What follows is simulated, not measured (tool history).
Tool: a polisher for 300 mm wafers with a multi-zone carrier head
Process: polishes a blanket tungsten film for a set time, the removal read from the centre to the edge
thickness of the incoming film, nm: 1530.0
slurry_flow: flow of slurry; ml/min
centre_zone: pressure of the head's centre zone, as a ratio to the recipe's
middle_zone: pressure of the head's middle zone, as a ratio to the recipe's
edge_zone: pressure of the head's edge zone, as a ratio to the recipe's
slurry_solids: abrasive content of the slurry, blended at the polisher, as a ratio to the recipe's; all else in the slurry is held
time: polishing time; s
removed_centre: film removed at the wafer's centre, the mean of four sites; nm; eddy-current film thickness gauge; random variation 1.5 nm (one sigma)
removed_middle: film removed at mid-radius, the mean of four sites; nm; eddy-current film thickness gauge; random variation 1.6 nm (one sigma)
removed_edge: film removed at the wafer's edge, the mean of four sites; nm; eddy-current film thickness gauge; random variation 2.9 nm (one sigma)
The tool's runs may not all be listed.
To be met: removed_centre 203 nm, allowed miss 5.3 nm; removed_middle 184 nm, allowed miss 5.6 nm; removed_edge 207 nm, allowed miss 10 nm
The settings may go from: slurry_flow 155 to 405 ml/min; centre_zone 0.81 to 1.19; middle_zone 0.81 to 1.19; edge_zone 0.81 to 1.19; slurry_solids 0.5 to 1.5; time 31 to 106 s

run,hour,slurry_flow,centre_zone,middle_zone,edge_zone,slurry_solids,time,removed_centre,removed_middle,removed_edge
1,0,260,1,1,1,1,68,300.7,305.77,307.07
2,7.8,260,1,1,1.06,1,68,301.71,305.19,314.44
3,12,260,1.04,1,1.06,1,68,308.43,304.22,312.72
4,17.3,260,1.04,1,0.98,1,68,307.96,304.94,295.72
5,22.9,295,1.04,1,0.98,1,68,307.6,308.59,303.73
6,24,295,1,1,0.98,1,68,307.55,311.83,302.46
7,25.8,285,0.99,0.98,0.98,0.95,66,291.94,294.66,292.76
8,32.9,280,0.98,0.96,0.98,0.9,64,278.62,272.7,275.92
9,40.7,275,0.96,0.94,0.98,0.85,63,266.66,262.35,271.24
10,44,270,0.95,0.92,0.97,0.8,62,259.19,251.22,261.78
11,51.6,270,0.95,0.92,0.97,0.8,62,259.81,252.14,266.95
12,58.9,265,0.94,0.91,0.96,0.75,61,247.89,245.65,258.8
13,62.3,265,0.94,0.9,0.96,0.7,59,241.38,230.44,243.74
14,66,260,0.93,0.89,0.96,0.65,58,231.28,225.61,240.57
15,72.2,240,0.96,0.81,0.92,0.5,49,187.37,167.83,185.91
16,73,250,0.96,0.81,0.93,0.5,49,188.15,168.59,183.74
17,79.9,250,0.96,0.81,0.95,0.55,49,191.85,169.44,192.24
18,81.2,260,0.96,0.82,0.96,0.55,49,192.38,173.67,194.83

Which of these 4 next moves meets every target?
A,82.5,255,1.09,0.81,0.88,0.65,49,?,?,?
B,82.5,290,0.95,0.83,0.98,0.55,51,?,?,?
C,82.5,310,0.85,0.83,1.14,0.55,50,?,?,?
D,82.5,225,1.13,0.81,0.81,0.5,52,?,?,?

move,removed_centre,removed_middle,removed_edge
A,212.07,174.25,190.95
B,202.87,182.54,206.05
C,189.15,180.23,218.92
D,216.81,174.83,185.42
A: takes the result that was furthest off past its target
B: meets every target
C: further off than the last run
D: takes the result that was furthest off past its target
Answer: B
